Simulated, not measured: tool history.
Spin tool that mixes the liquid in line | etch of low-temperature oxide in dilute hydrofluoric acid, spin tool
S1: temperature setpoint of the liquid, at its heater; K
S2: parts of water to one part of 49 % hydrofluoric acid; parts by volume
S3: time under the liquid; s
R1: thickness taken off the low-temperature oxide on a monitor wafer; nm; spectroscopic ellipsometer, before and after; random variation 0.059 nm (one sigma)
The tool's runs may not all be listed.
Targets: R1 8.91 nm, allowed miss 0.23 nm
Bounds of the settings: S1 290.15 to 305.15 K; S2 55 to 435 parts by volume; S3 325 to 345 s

Run 1, hour 0: S1 297.15 K, S2 245 parts by volume, S3 325 s. Result: R1 14.529 nm.
Run 2, hour 1.3: S1 295.65 K, S2 255 parts by volume, S3 325 s. Result: R1 13.031 nm.
Run 3, hour 7.9: S1 298.15 K, S2 255 parts by volume, S3 325 s. Result: R1 14.229 nm.
Run 4, hour 15.5: S1 296.65 K, S2 265 parts by volume, S3 325 s. Result: R1 12.783 nm.
Run 5, hour 21.5: S1 296.65 K, S2 265 parts by volume, S3 345 s. Result: R1 13.597 nm.
Run 6, hour 28.7: S1 294.65 K, S2 265 parts by volume, S3 345 s. Result: R1 12.728 nm.
Run 7, hour 32.8: S1 293.65 K, S2 270 parts by volume, S3 345 s. Result: R1 11.852 nm.
Run 8, hour 36.1: S1 293.15 K, S2 275 parts by volume, S3 345 s. Result: R1 11.464 nm.
Run 9, hour 36.8: S1 290.15 K, S2 315 parts by volume, S3 345 s. Result: R1 8.6908 nm.
Run 10, hour 44: S1 290.15 K, S2 315 parts by volume, S3 345 s. Result: R1 8.6733 nm.

Which of these 5 next moves meets every target?
Run A, hour 51.2: S1 290.15 K, S2 305 parts by volume, S3 340 s. Result: R1 ?.
Run B, hour 51.2: S1 290.15 K, S2 335 parts by volume, S3 345 s. Result: R1 ?.
Run C, hour 51.2: S1 290.65 K, S2 320 parts by volume, S3 340 s. Result: R1 ?.
Run D, hour 51.2: S1 290.15 K, S2 325 parts by volume, S3 345 s. Result: R1 ?.
Run E, hour 51.2: S1 292.65 K, S2 350 parts by volume, S3 345 s. Result: R1 ?.

move      R1
   A  8.9135
   B   8.034
   C  8.5493
   D  8.3491
   E  8.3204
A: meets every target
B: further off than the last run
C: further off than the last run
D: further off than the last run
E: further off than the last run
Answer: A

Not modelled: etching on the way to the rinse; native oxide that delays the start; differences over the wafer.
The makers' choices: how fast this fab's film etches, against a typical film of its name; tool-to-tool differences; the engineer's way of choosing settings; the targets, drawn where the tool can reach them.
